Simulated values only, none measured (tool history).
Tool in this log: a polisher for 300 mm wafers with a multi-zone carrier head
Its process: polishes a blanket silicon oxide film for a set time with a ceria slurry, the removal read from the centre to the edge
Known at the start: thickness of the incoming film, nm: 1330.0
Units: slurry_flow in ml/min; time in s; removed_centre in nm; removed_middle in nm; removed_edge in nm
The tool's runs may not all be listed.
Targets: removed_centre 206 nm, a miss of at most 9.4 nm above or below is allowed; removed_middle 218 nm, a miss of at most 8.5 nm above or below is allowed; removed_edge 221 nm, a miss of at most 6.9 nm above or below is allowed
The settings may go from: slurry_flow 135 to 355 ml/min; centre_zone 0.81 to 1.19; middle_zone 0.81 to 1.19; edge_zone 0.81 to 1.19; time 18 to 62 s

Run 1, day 0: slurry_flow 225 ml/min, centre_zone 1, middle_zone 1, edge_zone 1, time 40 s. Result: removed_centre 152.12 nm, removed_middle 152.23 nm, removed_edge 154.39 nm.
Run 2, day 0.175: slurry_flow 230 ml/min, centre_zone 1, middle_zone 1.01, edge_zone 1.03, time 42 s. Result: removed_centre 163.19 nm, removed_middle 158.11 nm, removed_edge 165.12 nm.
Run 3, day 0.288: slurry_flow 280 ml/min, centre_zone 1, middle_zone 1.01, edge_zone 1.03, time 42 s. Result: removed_centre 167.66 nm, removed_middle 165.16 nm, removed_edge 167.53 nm.
Run 4, day 0.488: slurry_flow 280 ml/min, centre_zone 0.99, middle_zone 1.03, edge_zone 1.05, time 44 s. Result: removed_centre 171.7 nm, removed_middle 174.5 nm, removed_edge 177.14 nm.
Run 5, day 0.521: slurry_flow 335 ml/min, centre_zone 0.99, middle_zone 1.03, edge_zone 1.05, time 44 s. Result: removed_centre 173.25 nm, removed_middle 176.84 nm, removed_edge 179.27 nm.
Run 6, day 0.804: slurry_flow 335 ml/min, centre_zone 0.99, middle_zone 1.03, edge_zone 1.05, time 37 s. Result: removed_centre 147.51 nm, removed_middle 149.37 nm, removed_edge 151.96 nm.
At day 1.054: slurry nozzle cleaned.
Run 7, day 1.054: slurry_flow 335 ml/min, centre_zone 0.99, middle_zone 1.04, edge_zone 1.06, time 40 s. Result: removed_centre 159.92 nm, removed_middle 164.59 nm, removed_edge 164.28 nm.
Run 8, day 1.304: slurry_flow 335 ml/min, centre_zone 0.99, middle_zone 1.04, edge_zone 1.07, time 42 s. Result: removed_centre 171.44 nm, removed_middle 170.8 nm, removed_edge 174.23 nm.
Run 9, day 1.354: slurry_flow 335 ml/min, centre_zone 0.98, middle_zone 1.05, edge_zone 1.09, time 44 s. Result: removed_centre 174.21 nm, removed_middle 182.89 nm, removed_edge 185.78 nm.
Run 10, day 1.479: slurry_flow 335 ml/min, centre_zone 0.99, middle_zone 1.06, edge_zone 1.1, time 45 s. Result: removed_centre 183.35 nm, removed_middle 187.13 nm, removed_edge 192.71 nm.
Run 11, day 1.592: slurry_flow 335 ml/min, centre_zone 0.99, middle_zone 1.08, edge_zone 1.11, time 46 s. Result: removed_centre 181.75 nm, removed_middle 195.32 nm, removed_edge 200.33 nm.
Run 12, day 1.958: slurry_flow 335 ml/min, centre_zone 1.01, middle_zone 1.09, edge_zone 1.11, time 46 s. Result: removed_centre 186.07 nm, removed_middle 194.65 nm, removed_edge 196.63 nm.

Below are 5 possible settings for the next run. Only one of them brings all results inside the allowed miss of their targets. Which is it?
Run A, day 2.325: slurry_flow 315 ml/min, centre_zone 0.83, middle_zone 0.89, edge_zone 1.19, time 54 s. Result: removed_centre ?, removed_middle ?, removed_edge ?.
Run B, day 2.325: slurry_flow 320 ml/min, centre_zone 0.9, middle_zone 1.14, edge_zone 1.18, time 50 s. Result: removed_centre ?, removed_middle ?, removed_edge ?.
Run C, day 2.325: slurry_flow 285 ml/min, centre_zone 0.81, middle_zone 0.88, edge_zone 1.19, time 55 s. Result: removed_centre ?, removed_middle ?, removed_edge ?.
Run D, day 2.325: slurry_flow 320 ml/min, centre_zone 1.09, middle_zone 0.89, edge_zone 1.19, time 48 s. Result: removed_centre ?, removed_middle ?, removed_edge ?.
Run E, day 2.325: slurry_flow 345 ml/min, centre_zone 0.98, middle_zone 1.08, edge_zone 1.12, time 51 s. Result: removed_centre ?, removed_middle ?, removed_edge ?.

move  removed_centre  removed_middle  removed_edge
   A          180.75          200.63        238.82
   B           182.1          215.61        219.86
   C          177.91           201.3        241.67
   D          211.77          178.32         212.5
   E          203.69          213.89        219.43
A: the result that was furthest off in the last run now lies on the other side of its target
B: corrects the largest miss of the last run, while another result sits out of spec
C: the result that was furthest off in the last run now lies on the other side of its target
D: the biggest miss grows against the last run
E: hits every target within its allowed miss
Go with E: it meets all targets.
